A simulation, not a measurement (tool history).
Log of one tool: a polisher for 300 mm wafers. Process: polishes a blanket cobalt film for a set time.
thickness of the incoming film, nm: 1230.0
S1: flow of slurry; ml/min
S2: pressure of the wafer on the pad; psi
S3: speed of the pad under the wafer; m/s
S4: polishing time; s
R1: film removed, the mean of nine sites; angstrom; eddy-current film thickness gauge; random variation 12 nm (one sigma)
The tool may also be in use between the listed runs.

run 1 hour=0 | S1=255 S2=2.4 S3=0.9 S4=106 | R1=5207.4
run 2 hour=2.5 | S1=255 S2=2.6 S3=0.9 S4=106 | R1=5719.7
run 3 hour=3.6 | S1=255 S2=2.7 S3=0.9 S4=106 | R1=5824.8
run 4 hour=9.4 | S1=255 S2=2.4 S3=0.9 S4=106 | R1=5181
run 5 hour=14.3 | S1=255 S2=2.6 S3=0.9 S4=106 | R1=5607.3
run 6 hour=16.1 | S1=300 S2=2.6 S3=0.9 S4=106 | R1=5770.7
run 7 hour=17.8 | S1=300 S2=2.7 S3=0.9 S4=106 | R1=5913.4
run 8 hour=21.6 | S1=300 S2=2.8 S3=0.92 S4=106 | R1=6302
-- hour=27.8 worn pad replaced by a new one
run 9 hour=27.8 | S1=300 S2=2.9 S3=0.92 S4=106 | R1=6770.8
run 10 hour=34 | S1=300 S2=3 S3=0.92 S4=106 | R1=7043.9
run 11 hour=37.8 | S1=300 S2=3.1 S3=0.92 S4=106 | R1=7326.3
run 12 hour=40.1 | S1=300 S2=3.2 S3=0.92 S4=106 | R1=7564.3
run 13 hour=47.3 | S1=300 S2=3.3 S3=0.92 S4=106 | R1=7622.6

Forecast run 14:
run 14 hour=49.4 | S1=310 S2=3.5 S3=0.96 S4=106 | R1=?

{"run 14": {"R1": 8689.6}}

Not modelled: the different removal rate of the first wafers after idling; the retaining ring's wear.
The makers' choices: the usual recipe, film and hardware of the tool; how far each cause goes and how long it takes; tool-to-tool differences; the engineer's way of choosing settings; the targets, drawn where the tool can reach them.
